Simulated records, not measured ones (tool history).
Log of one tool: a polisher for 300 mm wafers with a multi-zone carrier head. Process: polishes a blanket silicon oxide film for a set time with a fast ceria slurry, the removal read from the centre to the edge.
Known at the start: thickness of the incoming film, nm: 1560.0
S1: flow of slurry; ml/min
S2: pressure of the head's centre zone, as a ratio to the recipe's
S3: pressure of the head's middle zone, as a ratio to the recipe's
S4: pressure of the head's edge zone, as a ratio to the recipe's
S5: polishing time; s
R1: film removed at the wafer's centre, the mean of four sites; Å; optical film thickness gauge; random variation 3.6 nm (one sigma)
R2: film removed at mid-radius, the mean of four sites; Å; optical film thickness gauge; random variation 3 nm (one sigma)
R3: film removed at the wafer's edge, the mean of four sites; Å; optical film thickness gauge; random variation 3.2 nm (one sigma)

run	day	S1	S2	S3	S4	S5	R1	R2	R3
1	0	245	1	1	1	25	5188.6	4968.3	4997
2	0.025	245	1	1	1.05	25	5068	4992.5	5220.7
3	0.292	245	0.96	1	1.05	25	4859.4	4876.3	4992.2
4	0.65	245	0.96	1	1.09	25	4993.8	5066.3	5198.5
5	0.746	245	0.96	1.07	1.09	25	5066.2	5240.7	5275.2
6	0.946	245	0.96	0.99	1.09	25	4966.8	4992.5	5116.6
7	1.188	175	1.06	0.89	0.99	18	3779.2	3216.8	3434.2
8	1.504	175	1.07	0.87	0.97	16	3377	2681.7	3090.1
9	1.871	165	1.08	0.89	0.93	15	3091.4	2581.8	2831.2

The next listed run, before its measurement:
10	2.221	175	1.14	0.85	0.83	13	?	?	?

R1: 2908.6 Å
R2: 2183.9 Å
R3: 2342 Å

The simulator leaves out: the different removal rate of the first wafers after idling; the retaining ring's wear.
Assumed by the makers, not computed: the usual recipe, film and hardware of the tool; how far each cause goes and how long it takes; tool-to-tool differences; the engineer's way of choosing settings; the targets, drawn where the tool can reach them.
